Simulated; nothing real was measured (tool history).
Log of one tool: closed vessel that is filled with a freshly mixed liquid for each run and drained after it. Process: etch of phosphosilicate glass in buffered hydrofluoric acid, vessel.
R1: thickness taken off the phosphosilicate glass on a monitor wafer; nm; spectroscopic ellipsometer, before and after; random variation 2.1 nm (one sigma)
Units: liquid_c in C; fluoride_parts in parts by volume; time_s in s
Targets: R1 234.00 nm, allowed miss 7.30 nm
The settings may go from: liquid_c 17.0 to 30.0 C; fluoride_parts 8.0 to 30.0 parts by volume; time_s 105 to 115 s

Run 1, hour 0.0: liquid_c 22.0 C, fluoride_parts 21.5 parts by volume, time_s 105 s. Result: R1 301.11 nm.
Run 2, hour 8.9: liquid_c 24.0 C, fluoride_parts 21.5 parts by volume, time_s 105 s. Result: R1 338.53 nm.
Run 3, hour 15.4: liquid_c 22.5 C, fluoride_parts 21.5 parts by volume, time_s 105 s. Result: R1 314.63 nm.
Run 4, hour 22.9: liquid_c 21.0 C, fluoride_parts 21.5 parts by volume, time_s 105 s. Result: R1 287.70 nm.
Run 5, hour 27.3: liquid_c 21.0 C, fluoride_parts 21.5 parts by volume, time_s 115 s. Result: R1 314.57 nm.
Run 6, hour 36.6: liquid_c 18.0 C, fluoride_parts 21.5 parts by volume, time_s 115 s. Result: R1 263.71 nm.
Run 7, hour 41.0: liquid_c 18.0 C, fluoride_parts 22.0 parts by volume, time_s 115 s. Result: R1 262.02 nm.
Run 8, hour 46.6: liquid_c 18.0 C, fluoride_parts 22.5 parts by volume, time_s 115 s. Result: R1 258.82 nm.
Run 9, hour 55.1: liquid_c 18.0 C, fluoride_parts 23.0 parts by volume, time_s 115 s. Result: R1 250.93 nm.
Run 10, hour 61.3: liquid_c 17.5 C, fluoride_parts 23.0 parts by volume, time_s 115 s. Result: R1 246.05 nm.

4 next moves are on the table. One of them brings every result within its allowed miss. Which?
Run A, hour 67.5: liquid_c 17.0 C, fluoride_parts 20.0 parts by volume, time_s 110 s. Result: R1 ?.
Run B, hour 67.5: liquid_c 17.0 C, fluoride_parts 23.0 parts by volume, time_s 105 s. Result: R1 ?.
Run C, hour 67.5: liquid_c 17.5 C, fluoride_parts 21.5 parts by volume, time_s 105 s. Result: R1 ?.
Run D, hour 67.5: liquid_c 17.0 C, fluoride_parts 21.0 parts by volume, time_s 115 s. Result: R1 ?.

move      R1
   A  252.52
   B  218.85
   C  235.95
   D  255.26
A: further off than the last run
B: takes the result that was furthest off past its target
C: meets every target
D: further off than the last run
Answer: C

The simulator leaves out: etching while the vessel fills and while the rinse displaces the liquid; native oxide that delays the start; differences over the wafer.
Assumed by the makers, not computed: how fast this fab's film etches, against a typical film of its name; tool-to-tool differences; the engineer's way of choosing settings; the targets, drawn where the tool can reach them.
